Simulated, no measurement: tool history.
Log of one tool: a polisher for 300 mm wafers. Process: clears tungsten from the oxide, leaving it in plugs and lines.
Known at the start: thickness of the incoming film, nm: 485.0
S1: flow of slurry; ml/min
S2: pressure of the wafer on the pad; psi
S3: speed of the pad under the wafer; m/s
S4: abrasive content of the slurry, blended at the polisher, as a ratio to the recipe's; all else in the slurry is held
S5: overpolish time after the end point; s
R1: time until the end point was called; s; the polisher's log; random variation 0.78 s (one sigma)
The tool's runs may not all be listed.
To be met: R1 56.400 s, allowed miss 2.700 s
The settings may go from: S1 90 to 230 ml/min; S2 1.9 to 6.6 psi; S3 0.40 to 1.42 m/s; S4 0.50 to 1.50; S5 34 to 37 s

run    day   S1   S2    S3    S4  S5       R1
  1  0.000  150  4.2  0.90  1.00  34  111.840
  2  0.108  150  4.2  0.90  0.90  34  113.970
  3  0.346  150  5.0  0.90  0.90  34   97.300
  4  0.375  185  5.0  0.90  0.90  34   94.042
  5  0.450  185  5.6  0.90  0.90  34   83.414
  6  0.712  185  5.6  0.90  1.05  34   79.947
  7  1.067  185  5.8  0.92  1.05  34   78.299
  8  1.288  185  5.9  0.96  1.05  34   72.707
  9  1.508  190  6.6  1.04  1.05  34   60.167
 10  1.675  190  6.6  1.04  1.05  34   60.857

4 next moves are on the table. One of them brings every result within its allowed miss. Which?
  A  1.842  205  6.5  1.02  0.95  34   ?
  B  1.842  165  6.6  1.22  0.85  34   ?
  C  1.842  195  5.8  1.02  1.00  37   ?
  D  1.842  200  6.6  1.12  0.70  34   ?

move      R1
   A  63.897
   B  57.263
   C  70.652
   D  64.809
A: further off than the last run
B: meets every target
C: further off than the last run
D: further off than the last run
Answer: B

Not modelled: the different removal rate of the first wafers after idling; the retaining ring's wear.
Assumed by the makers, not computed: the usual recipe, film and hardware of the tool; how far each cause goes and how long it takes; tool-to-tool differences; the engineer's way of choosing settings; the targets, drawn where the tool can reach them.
